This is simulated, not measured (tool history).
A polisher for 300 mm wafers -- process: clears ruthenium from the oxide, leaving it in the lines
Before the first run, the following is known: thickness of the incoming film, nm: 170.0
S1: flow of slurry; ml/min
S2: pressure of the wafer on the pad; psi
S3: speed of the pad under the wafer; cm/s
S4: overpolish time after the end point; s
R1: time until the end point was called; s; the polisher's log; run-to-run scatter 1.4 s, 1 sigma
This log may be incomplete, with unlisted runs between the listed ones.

run,hour,S1,S2,S3,S4,R1
1,0,135,2,118,11,125.45
2,1,105,2,118,11,136.87
3,7.3,135,2,118,11,129.01
4,11,140,2.1,118,11,121.45
5,17.7,125,2.1,118,11,123.86
# hour 23: slurry nozzle cleaned
6,23,125,2.1,100,11,134.05
7,29.5,130,2.2,102,11,127.46
8,37,135,2.3,104,11,113.81

Forecast run 9:
9,44.8,140,2.4,104,11,?

For run 9 the tool returned R1 108.57 s.
